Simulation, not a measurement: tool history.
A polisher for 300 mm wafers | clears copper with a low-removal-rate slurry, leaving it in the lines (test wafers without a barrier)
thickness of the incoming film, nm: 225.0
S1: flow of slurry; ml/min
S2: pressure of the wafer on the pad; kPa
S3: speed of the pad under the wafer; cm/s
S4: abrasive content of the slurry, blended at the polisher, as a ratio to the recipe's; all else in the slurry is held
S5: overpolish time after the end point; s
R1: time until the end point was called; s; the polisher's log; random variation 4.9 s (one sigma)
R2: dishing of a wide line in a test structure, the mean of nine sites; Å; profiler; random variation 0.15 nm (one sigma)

{"run": 1, "day": 0.0, "S1": 145, "S2": 13.8, "S3": 106, "S4": 1.0, "S5": 22, "R1": 101.48, "R2": 343.91}
{"run": 2, "day": 0.096, "S1": 140, "S2": 12.4, "S3": 96, "S4": 1.0, "S5": 19, "R1": 120.09, "R2": 257.35}
{"run": 3, "day": 0.188, "S1": 130, "S2": 11.0, "S3": 86, "S4": 1.0, "S5": 17, "R1": 152.22, "R2": 177.66}
{"run": 4, "day": 0.421, "S1": 120, "S2": 11.0, "S3": 86, "S4": 1.0, "S5": 17, "R1": 160.22, "R2": 186.72}
{"run": 5, "day": 0.688, "S1": 120, "S2": 13.1, "S3": 86, "S4": 1.0, "S5": 17, "R1": 132.17, "R2": 205.07}
{"run": 6, "day": 1.025, "S1": 120, "S2": 12.4, "S3": 78, "S4": 1.0, "S5": 15, "R1": 150.97, "R2": 158.3}
{"run": 7, "day": 1.083, "S1": 125, "S2": 8.3, "S3": 52, "S4": 1.0, "S5": 8, "R1": 332.17, "R2": 41.779}
{"day": 1.317, "done": "head pressure recalibrated"}
{"run": 8, "day": 1.317, "S1": 125, "S2": 8.3, "S3": 52, "S4": 1.0, "S5": 9, "R1": 334.64, "R2": 44.573}

Run 9 comes next. What will it give?
{"run": 9, "day": 1.379, "S1": 125, "S2": 9.0, "S3": 52, "S4": 1.0, "S5": 9, "R1": "?", "R2": "?"}

R1: 327.00 s
R2: 49.433 Å
